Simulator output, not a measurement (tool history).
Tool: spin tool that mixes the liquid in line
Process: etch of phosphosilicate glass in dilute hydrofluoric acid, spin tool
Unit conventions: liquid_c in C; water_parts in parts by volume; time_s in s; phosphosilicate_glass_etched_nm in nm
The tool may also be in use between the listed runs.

run,hour,liquid_c,water_parts,time_s,phosphosilicate_glass_etched_nm
1,0.0,25.0,60,45,80.211
2,6.1,25.0,60,50,87.969
3,10.2,25.0,50,50,106.750
4,15.2,25.0,50,50,108.310
5,19.4,22.0,50,50,95.025
6,27.7,22.0,60,50,77.410

Run 7, settings as shown, results not yet in. Your forecast:
7,36.7,24.5,55,50,?

phosphosilicate_glass_etched_nm: 94.584 nm
